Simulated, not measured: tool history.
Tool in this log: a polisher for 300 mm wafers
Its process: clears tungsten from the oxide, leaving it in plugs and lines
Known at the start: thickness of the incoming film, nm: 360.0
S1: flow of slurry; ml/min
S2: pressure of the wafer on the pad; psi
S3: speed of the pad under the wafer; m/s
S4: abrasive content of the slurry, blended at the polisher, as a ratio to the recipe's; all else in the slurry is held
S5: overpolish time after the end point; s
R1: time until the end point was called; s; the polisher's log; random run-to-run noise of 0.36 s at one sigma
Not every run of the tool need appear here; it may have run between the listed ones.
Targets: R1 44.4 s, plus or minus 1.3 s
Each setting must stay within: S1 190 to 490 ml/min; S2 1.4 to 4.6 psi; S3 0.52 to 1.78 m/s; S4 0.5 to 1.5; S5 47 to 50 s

| run | hour | S1 | S2 | S3 | S4 | S5 | R1 |
|---|---|---|---|---|---|---|---|
| 1 | 0 | 315 | 3 | 1.14 | 1 | 47 | 67.443 |
| 2 | 6.2 | 315 | 3.2 | 1.14 | 1 | 47 | 64.543 |
| 3 | 7.6 | 315 | 3.2 | 1.14 | 1 | 47 | 64.397 |
| 4 | 12.9 | 365 | 3.2 | 1.14 | 1 | 47 | 63.41 |
| 5 | 18 | 365 | 3.4 | 1.14 | 1 | 47 | 61.553 |
| 6 | 22.2 | 365 | 3.4 | 0.86 | 1 | 47 | 76.355 |
| 7 | 24.9 | 365 | 3.6 | 0.9 | 1 | 47 | 70.22 |
| 8 | 29 | 365 | 3.8 | 0.94 | 1 | 47 | 65.186 |
| 9 | 35.9 | 365 | 3.9 | 0.98 | 1 | 47 | 61.53 |
| 10 | 42.9 | 365 | 4 | 1.02 | 1 | 47 | 58.944 |
| 11 | 45.5 | 365 | 4.1 | 1.06 | 1 | 47 | 56.556 |
| 12 | 52.8 | 365 | 4.2 | 1.1 | 1 | 47 | 53.507 |
| 13 | 58 | 365 | 4.3 | 1.12 | 1 | 47 | 51.803 |

Exactly one of the 5 candidate moves below puts every result within its allowed miss. Which one?
| A | 63.2 | 360 | 4.1 | 1.26 | 1.05 | 47 | ? |
| B | 63.2 | 445 | 4.3 | 1.42 | 0.8 | 47 | ? |
| C | 63.2 | 355 | 4.5 | 1.18 | 1 | 47 | ? |
| D | 63.2 | 410 | 4.3 | 1.24 | 1.05 | 49 | ? |
| E | 63.2 | 260 | 4.3 | 1.3 | 0.95 | 47 | ? |

| move | R1 |
|---|---|
| A | 48.36 |
| B | 44.885 |
| C | 48.103 |
| D | 46.738 |
| E | 48.225 |
A: closes in on the targets versus the last run, not all within tolerance yet
B: in spec on every target
C: closes in on the targets versus the last run, not all within tolerance yet
D: closes in on the targets versus the last run, not all within tolerance yet
E: closes in on the targets versus the last run, not all within tolerance yet
So the answer is move B, the one that meets all the targets.
